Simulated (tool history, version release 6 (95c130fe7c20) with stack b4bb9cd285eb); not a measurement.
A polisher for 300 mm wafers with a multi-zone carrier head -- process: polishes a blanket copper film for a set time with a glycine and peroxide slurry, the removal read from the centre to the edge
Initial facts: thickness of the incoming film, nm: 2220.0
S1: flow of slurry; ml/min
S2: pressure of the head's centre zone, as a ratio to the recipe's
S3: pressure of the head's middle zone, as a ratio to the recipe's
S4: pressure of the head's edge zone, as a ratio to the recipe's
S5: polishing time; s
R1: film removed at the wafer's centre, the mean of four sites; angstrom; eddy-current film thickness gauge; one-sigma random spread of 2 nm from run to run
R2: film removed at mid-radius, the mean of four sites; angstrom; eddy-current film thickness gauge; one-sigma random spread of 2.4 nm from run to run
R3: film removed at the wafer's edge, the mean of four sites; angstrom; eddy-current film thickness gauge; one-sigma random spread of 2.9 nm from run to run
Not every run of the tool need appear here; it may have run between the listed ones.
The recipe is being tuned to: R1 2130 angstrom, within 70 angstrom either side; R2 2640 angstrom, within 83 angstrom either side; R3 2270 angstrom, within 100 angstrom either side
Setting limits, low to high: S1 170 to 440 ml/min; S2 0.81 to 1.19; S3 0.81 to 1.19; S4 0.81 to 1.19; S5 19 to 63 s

| run | hour | S1 | S2 | S3 | S4 | S5 | R1 | R2 | R3 |
|---|---|---|---|---|---|---|---|---|---|
| 1 | 0 | 280 | 1 | 1 | 1 | 41 | 2193.6 | 2200.7 | 2223.6 |
| 2 | 4.4 | 280 | 1 | 1.05 | 1 | 41 | 2214.2 | 2292.1 | 2220.8 |
| 3 | 5 | 280 | 1 | 1.05 | 1 | 36 | 1927.4 | 2020.8 | 1911 |
| 4 | 12.3 | 280 | 1 | 1.05 | 1 | 43 | 2348.6 | 2427.3 | 2319.3 |
| 5 | 16.2 | 280 | 0.99 | 1.06 | 1 | 43 | 2312.1 | 2487.6 | 2345.1 |
| 6 | 22.6 | 280 | 0.99 | 1.06 | 1.06 | 43 | 2292.6 | 2467.5 | 2369.4 |
| 7 | 23.3 | 280 | 0.98 | 1.07 | 1.06 | 43 | 2321.7 | 2508.8 | 2357.3 |
| 8 | 29.1 | 260 | 0.88 | 1.14 | 1.03 | 42 | 1999 | 2571.4 | 2249.1 |
| 9 | 30.7 | 265 | 0.89 | 1.14 | 1.03 | 42 | 2043.9 | 2534.4 | 2266.3 |
| 10 | 36.4 | 270 | 0.89 | 1.15 | 1.03 | 42 | 2054.4 | 2591.8 | 2248 |

5 candidate next runs follow, results not yet known. Just one meets every target within its allowed miss. Identify it.
| A | 42.1 | 175 | 0.84 | 1.14 | 0.94 | 45 | ? | ? | ? |
| B | 42.1 | 275 | 0.84 | 1.15 | 1.01 | 43 | ? | ? | ? |
| C | 42.1 | 245 | 0.81 | 1.16 | 1.19 | 43 | ? | ? | ? |
| D | 42.1 | 215 | 0.83 | 1.04 | 1.08 | 48 | ? | ? | ? |
| E | 42.1 | 310 | 0.91 | 1.17 | 1.02 | 42 | ? | ? | ? |

| move | R1 | R2 | R3 |
|---|---|---|---|
| A | 2016.4 | 2665.6 | 2279.2 |
| B | 2021.5 | 2678.6 | 2327.1 |
| C | 1935.9 | 2671.4 | 2508.6 |
| D | 2176.6 | 2683.3 | 2644.4 |
| E | 2143.8 | 2680.5 | 2300.2 |
A: the biggest miss grows against the last run
B: the biggest miss grows against the last run
C: the biggest miss grows against the last run
D: the worst result of the last run now meets its target, but another is out of spec
E: every result within its allowed miss
Move E is the one to make.
